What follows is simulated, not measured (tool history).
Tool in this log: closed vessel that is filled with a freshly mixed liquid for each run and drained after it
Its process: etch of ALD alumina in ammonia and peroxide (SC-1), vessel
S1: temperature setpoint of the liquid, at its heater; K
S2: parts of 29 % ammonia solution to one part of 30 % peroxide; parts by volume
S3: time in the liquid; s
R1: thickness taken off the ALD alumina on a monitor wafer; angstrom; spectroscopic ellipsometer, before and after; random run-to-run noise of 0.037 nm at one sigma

run  hour      S1   S2   S3       R1
  1   0.0  327.15  0.6  105  107.840
  2   4.2  326.15  0.6  105  102.340
  3   6.5  325.15  0.6  105   97.252
  4   8.2  325.15  0.6  110  101.360
  5  12.4  324.65  0.6  110   97.806
  6  14.7  330.15  0.6  110  133.300
  7  17.6  330.15  0.6  110  131.840
  8  24.6  328.15  0.6  110  118.320
  9  28.5  326.65  0.6  110  110.150
 10  34.1  325.65  0.6  110  104.120

What does the tool deliver on the next run?
 11  35.2  324.65  0.6  110   ?

R1: 98.689 angstrom

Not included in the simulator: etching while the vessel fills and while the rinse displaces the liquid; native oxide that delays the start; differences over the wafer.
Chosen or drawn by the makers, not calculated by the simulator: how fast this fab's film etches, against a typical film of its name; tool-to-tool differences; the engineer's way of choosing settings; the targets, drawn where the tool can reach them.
